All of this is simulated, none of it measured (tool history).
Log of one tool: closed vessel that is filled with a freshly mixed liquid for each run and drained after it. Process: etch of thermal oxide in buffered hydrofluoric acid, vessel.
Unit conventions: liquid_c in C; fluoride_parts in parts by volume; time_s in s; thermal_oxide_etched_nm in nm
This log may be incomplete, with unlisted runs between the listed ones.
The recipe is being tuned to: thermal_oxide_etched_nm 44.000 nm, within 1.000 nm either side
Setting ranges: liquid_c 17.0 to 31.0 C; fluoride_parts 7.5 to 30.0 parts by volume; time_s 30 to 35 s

run  hour  liquid_c  fluoride_parts  time_s  thermal_oxide_etched_nm
  1   0.0      23.0            20.5      35                   18.225
  2   4.5      25.0            18.0      35                   22.831
  3   9.2      26.5            16.0      35                   27.924
  4  11.2      27.5            15.0      35                   31.316
  5  13.5      28.5            14.5      35                   33.900
  6  18.7      29.0            14.0      35                   36.498
  7  21.3      31.0            12.5      35                   45.137
     24.0  -- hydrofluoric acid flow meter replaced
  8  24.0      30.5            12.5      35                   40.911
  9  30.7      30.5            12.0      35                   42.831

Which one of the following 4 next-run settings gets every result inside its allowed miss? There is exactly one.
  A  37.4      31.0            12.0      35                        ?
  B  37.4      30.5            12.5      35                        ?
  C  37.4      28.0             9.0      30                        ?
  D  37.4      29.0             9.5      30                        ?

move  thermal_oxide_etched_nm
   A                   44.171
   B                   41.351
   C                   41.250
   D                   42.042
A: each result inside its tolerance
B: moves away from the targets compared with the last run
C: moves away from the targets compared with the last run
D: moves away from the targets compared with the last run
So the answer is move A, the one that meets all the targets.
